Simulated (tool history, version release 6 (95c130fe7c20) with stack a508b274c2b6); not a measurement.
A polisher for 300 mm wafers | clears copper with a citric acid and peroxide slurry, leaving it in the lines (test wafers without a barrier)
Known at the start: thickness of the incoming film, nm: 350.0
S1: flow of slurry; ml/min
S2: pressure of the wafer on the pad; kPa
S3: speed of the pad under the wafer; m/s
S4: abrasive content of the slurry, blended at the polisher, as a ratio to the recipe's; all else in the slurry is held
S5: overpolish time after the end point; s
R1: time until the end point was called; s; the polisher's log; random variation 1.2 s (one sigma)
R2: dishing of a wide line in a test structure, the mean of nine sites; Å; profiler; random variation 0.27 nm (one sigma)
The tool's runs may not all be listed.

{"run": 1, "day": 0.0, "S1": 175, "S2": 28.3, "S3": 1.38, "S4": 1.0, "S5": 25, "R1": 92.917, "R2": 411.2}
{"run": 2, "day": 0.025, "S1": 175, "S2": 24.8, "S3": 1.44, "S4": 1.0, "S5": 21, "R1": 101.54, "R2": 364.33}
{"run": 3, "day": 0.354, "S1": 180, "S2": 22.1, "S3": 1.44, "S4": 1.05, "S5": 18, "R1": 112.92, "R2": 301.94}
{"run": 4, "day": 0.6, "S1": 200, "S2": 20.0, "S3": 1.46, "S4": 1.15, "S5": 16, "R1": 116.58, "R2": 282.06}
{"run": 5, "day": 0.962, "S1": 200, "S2": 14.5, "S3": 1.46, "S4": 1.15, "S5": 16, "R1": 158.89, "R2": 208.89}
{"run": 6, "day": 1.188, "S1": 200, "S2": 14.5, "S3": 1.46, "S4": 1.0, "S5": 16, "R1": 166.07, "R2": 202.44}
{"run": 7, "day": 1.342, "S1": 235, "S2": 20.0, "S3": 1.76, "S4": 0.75, "S5": 8, "R1": 108.36, "R2": 168.11}
{"run": 8, "day": 1.517, "S1": 230, "S2": 19.3, "S3": 1.76, "S4": 0.75, "S5": 8, "R1": 110.09, "R2": 166.51}

The next listed run, before its measurement:
{"day": 1.6, "done": "slurry blender recalibrated"}
{"run": 9, "day": 1.6, "S1": 230, "S2": 18.6, "S3": 1.76, "S4": 0.75, "S5": 8, "R1": "?", "R2": "?"}

{"run 9": {"R1": 109.04, "R2": 160.95}}

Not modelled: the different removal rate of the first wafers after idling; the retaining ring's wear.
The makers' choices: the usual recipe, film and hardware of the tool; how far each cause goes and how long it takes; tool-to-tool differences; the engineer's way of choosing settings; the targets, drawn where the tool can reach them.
